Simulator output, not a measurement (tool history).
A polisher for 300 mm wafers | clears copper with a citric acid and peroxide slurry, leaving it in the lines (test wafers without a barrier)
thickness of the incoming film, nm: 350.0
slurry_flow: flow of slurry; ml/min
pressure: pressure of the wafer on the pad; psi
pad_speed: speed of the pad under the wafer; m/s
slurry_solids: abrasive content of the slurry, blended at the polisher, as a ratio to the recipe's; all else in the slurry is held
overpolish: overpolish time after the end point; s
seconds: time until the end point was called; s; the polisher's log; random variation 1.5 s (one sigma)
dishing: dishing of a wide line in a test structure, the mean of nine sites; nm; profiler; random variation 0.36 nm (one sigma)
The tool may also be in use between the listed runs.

run 1 hour=0.0 | slurry_flow=250 pressure=2.7 pad_speed=1.38 slurry_solids=1.00 overpolish=23 | seconds=146.68 dishing=38.806
run 2 hour=2.5 | slurry_flow=250 pressure=2.7 pad_speed=1.42 slurry_solids=1.00 overpolish=21 | seconds=143.51 dishing=36.189
run 3 hour=10.9 | slurry_flow=245 pressure=2.7 pad_speed=1.48 slurry_solids=0.95 overpolish=19 | seconds=139.19 dishing=35.072
run 4 hour=16.8 | slurry_flow=265 pressure=2.6 pad_speed=1.50 slurry_solids=1.05 overpolish=17 | seconds=139.36 dishing=31.316
run 5 hour=19.0 | slurry_flow=265 pressure=2.6 pad_speed=1.74 slurry_solids=1.05 overpolish=17 | seconds=120.14 dishing=35.546
run 6 hour=22.4 | slurry_flow=285 pressure=2.5 pad_speed=1.78 slurry_solids=1.10 overpolish=16 | seconds=118.47 dishing=33.098
run 7 hour=31.2 | slurry_flow=300 pressure=2.4 pad_speed=1.82 slurry_solids=1.15 overpolish=15 | seconds=119.92 dishing=32.130
run 8 hour=36.5 | slurry_flow=315 pressure=2.3 pad_speed=1.86 slurry_solids=1.20 overpolish=14 | seconds=121.84 dishing=30.296
run 9 hour=41.3 | slurry_flow=325 pressure=2.2 pad_speed=1.90 slurry_solids=1.25 overpolish=13 | seconds=124.00 dishing=27.326
run 10 hour=48.9 | slurry_flow=335 pressure=2.1 pad_speed=1.94 slurry_solids=1.30 overpolish=12 | seconds=126.27 dishing=25.067
run 11 hour=51.1 | slurry_flow=345 pressure=2.1 pad_speed=1.96 slurry_solids=1.35 overpolish=11 | seconds=121.49 dishing=24.517
run 12 hour=60.1 | slurry_flow=350 pressure=2.1 pad_speed=1.98 slurry_solids=1.35 overpolish=10 | seconds=122.45 dishing=22.290
run 13 hour=62.8 | slurry_flow=355 pressure=2.1 pad_speed=1.98 slurry_solids=1.35 overpolish=10 | seconds=121.02 dishing=22.392
run 14 hour=65.1 | slurry_flow=360 pressure=2.1 pad_speed=1.96 slurry_solids=1.35 overpolish=10 | seconds=124.06 dishing=22.526
run 15 hour=69.1 | slurry_flow=365 pressure=2.1 pad_speed=1.98 slurry_solids=1.35 overpolish=10 | seconds=122.07 dishing=22.089
run 16 hour=74.3 | slurry_flow=370 pressure=2.1 pad_speed=1.98 slurry_solids=1.35 overpolish=10 | seconds=121.06 dishing=21.705

Run 17 comes next. What will it give?
run 17 hour=82.2 | slurry_flow=395 pressure=1.8 pad_speed=2.10 slurry_solids=1.35 overpolish=7 | seconds=? dishing=?

Run 17 gave seconds 133.96 s, dishing 14.278 nm.
